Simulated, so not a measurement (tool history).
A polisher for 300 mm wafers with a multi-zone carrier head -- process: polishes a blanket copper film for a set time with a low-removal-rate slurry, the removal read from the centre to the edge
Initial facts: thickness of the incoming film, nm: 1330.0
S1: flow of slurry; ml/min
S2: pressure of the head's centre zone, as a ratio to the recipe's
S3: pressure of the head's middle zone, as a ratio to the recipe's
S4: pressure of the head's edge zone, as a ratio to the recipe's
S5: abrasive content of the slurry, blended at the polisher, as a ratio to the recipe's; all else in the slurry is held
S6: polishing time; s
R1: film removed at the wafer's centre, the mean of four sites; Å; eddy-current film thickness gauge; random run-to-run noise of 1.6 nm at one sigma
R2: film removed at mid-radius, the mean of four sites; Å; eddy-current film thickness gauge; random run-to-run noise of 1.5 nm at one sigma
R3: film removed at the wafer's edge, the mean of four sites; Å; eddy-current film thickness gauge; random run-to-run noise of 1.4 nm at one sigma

{"run": 1, "hour": 0.0, "S1": 175, "S2": 1, "S3": 1, "S4": 1, "S5": 1, "S6": 50, "R1": 1556.9, "R2": 1572.4, "R3": 1572.1}
{"run": 2, "hour": 6.5, "S1": 180, "S2": 1.01, "S3": 1, "S4": 1.03, "S5": 1.1, "S6": 50, "R1": 1625.3, "R2": 1619.4, "R3": 1635.3}
{"run": 3, "hour": 13.5, "S1": 185, "S2": 1.01, "S3": 1, "S4": 1.05, "S5": 1.15, "S6": 50, "R1": 1649.9, "R2": 1653.9, "R3": 1670.3}
{"run": 4, "hour": 19.7, "S1": 185, "S2": 1.01, "S3": 1.04, "S4": 1.05, "S5": 1.15, "S6": 50, "R1": 1650.1, "R2": 1701.2, "R3": 1675.5}
{"run": 5, "hour": 22.2, "S1": 185, "S2": 1.01, "S3": 1.04, "S4": 1.05, "S5": 1.15, "S6": 44, "R1": 1455.9, "R2": 1497.2, "R3": 1465.2}
{"run": 6, "hour": 24.8, "S1": 185, "S2": 1.01, "S3": 1.03, "S4": 1.07, "S5": 1.2, "S6": 45, "R1": 1501.2, "R2": 1517.5, "R3": 1533.6}
{"run": 7, "hour": 33.2, "S1": 190, "S2": 1.01, "S3": 1.03, "S4": 1.09, "S5": 1.25, "S6": 46, "R1": 1547.7, "R2": 1568.1, "R3": 1591.1}

Expected results for the next run?
{"run": 8, "hour": 39.7, "S1": 190, "S2": 1.01, "S3": 1.03, "S4": 1.1, "S5": 1.3, "S6": 47, "R1": "?", "R2": "?", "R3": "?"}

{"run 8": {"R1": 1589.5, "R2": 1638.5, "R3": 1651.5}}

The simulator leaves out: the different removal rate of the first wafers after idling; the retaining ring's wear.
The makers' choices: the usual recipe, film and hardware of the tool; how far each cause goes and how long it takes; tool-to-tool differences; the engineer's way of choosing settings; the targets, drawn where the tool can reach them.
